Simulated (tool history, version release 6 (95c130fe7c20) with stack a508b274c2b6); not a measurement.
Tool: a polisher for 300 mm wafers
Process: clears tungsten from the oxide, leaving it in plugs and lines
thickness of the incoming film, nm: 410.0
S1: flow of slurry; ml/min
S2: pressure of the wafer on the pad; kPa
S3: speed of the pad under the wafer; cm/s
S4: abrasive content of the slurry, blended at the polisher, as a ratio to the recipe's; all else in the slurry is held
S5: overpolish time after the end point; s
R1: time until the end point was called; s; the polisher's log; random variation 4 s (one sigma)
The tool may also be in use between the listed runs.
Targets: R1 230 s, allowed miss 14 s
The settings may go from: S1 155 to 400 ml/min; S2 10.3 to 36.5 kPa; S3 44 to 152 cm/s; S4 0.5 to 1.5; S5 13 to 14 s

Run 1, hour 0: S1 255 ml/min, S2 23.4 kPa, S3 98 cm/s, S4 1, S5 13 s. Result: R1 109.65 s.
Run 2, hour 3.2: S1 255 ml/min, S2 23.4 kPa, S3 114 cm/s, S4 1, S5 13 s. Result: R1 91.465 s.
Run 3, hour 4.5: S1 255 ml/min, S2 23.4 kPa, S3 114 cm/s, S4 0.9, S5 13 s. Result: R1 92.628 s.
Run 4, hour 11.8: S1 255 ml/min, S2 23.4 kPa, S3 92 cm/s, S4 0.9, S5 13 s. Result: R1 119.38 s.
Run 5, hour 13.5: S1 255 ml/min, S2 19.3 kPa, S3 92 cm/s, S4 0.9, S5 13 s. Result: R1 147.14 s.
Run 6, hour 19.9: S1 255 ml/min, S2 17.9 kPa, S3 92 cm/s, S4 0.9, S5 13 s. Result: R1 154.49 s.
Run 7, hour 27.3: S1 250 ml/min, S2 11 kPa, S3 80 cm/s, S4 0.9, S5 13 s. Result: R1 281.21 s.
Run 8, hour 28.5: S1 250 ml/min, S2 11.7 kPa, S3 80 cm/s, S4 0.9, S5 13 s. Result: R1 268.59 s.
Run 9, hour 32.3: S1 250 ml/min, S2 11.7 kPa, S3 80 cm/s, S4 0.9, S5 13 s. Result: R1 261.48 s.
Run 10, hour 38.1: S1 250 ml/min, S2 11.7 kPa, S3 80 cm/s, S4 0.9, S5 13 s. Result: R1 263.22 s.

Which of these 4 next moves meets every target?
Run A, hour 43.9: S1 265 ml/min, S2 15.9 kPa, S3 52 cm/s, S4 1, S5 13 s. Result: R1 ?.
Run B, hour 43.9: S1 230 ml/min, S2 12.4 kPa, S3 82 cm/s, S4 0.65, S5 13 s. Result: R1 ?.
Run C, hour 43.9: S1 225 ml/min, S2 16.5 kPa, S3 64 cm/s, S4 0.95, S5 14 s. Result: R1 ?.
Run D, hour 43.9: S1 155 ml/min, S2 10.3 kPa, S3 92 cm/s, S4 1.15, S5 13 s. Result: R1 ?.

move      R1
   A  292.95
   B     283
   C  239.54
   D  263.95
A: further off than the last run
B: further off than the last run
C: meets every target
D: as far off as the last run
Answer: C

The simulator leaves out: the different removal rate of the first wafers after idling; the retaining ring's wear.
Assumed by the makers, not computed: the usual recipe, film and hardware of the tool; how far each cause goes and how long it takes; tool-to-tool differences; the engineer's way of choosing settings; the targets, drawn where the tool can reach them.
